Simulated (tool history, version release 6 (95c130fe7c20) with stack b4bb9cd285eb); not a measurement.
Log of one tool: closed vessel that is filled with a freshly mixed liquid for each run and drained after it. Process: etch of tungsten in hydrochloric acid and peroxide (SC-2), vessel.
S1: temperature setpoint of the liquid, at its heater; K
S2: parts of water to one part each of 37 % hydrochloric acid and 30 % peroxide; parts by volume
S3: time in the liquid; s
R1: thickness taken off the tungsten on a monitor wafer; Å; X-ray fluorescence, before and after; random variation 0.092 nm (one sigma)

run  hour      S1   S2  S3      R1
  1   0.0  334.15  7.5  30  220.45
  2   3.9  329.65  7.5  30  165.71
  3   5.9  327.15  7.5  30  143.95
  4  14.6  326.15  7.5  30  129.45
  5  20.2  325.65  7.5  30  127.28
  6  28.6  331.15  7.5  30  185.58
     33.7  -- chemicals flow meter replaced
  7  33.7  323.15  7.5  30  116.52
  8  40.5  323.15  7.5  30  116.81
  9  44.8  323.15  7.5  30  116.50

Run 10 comes next. What will it give?
 10  50.2  322.65  7.5  30   ?

Run 10 gave R1 111.49 Å.
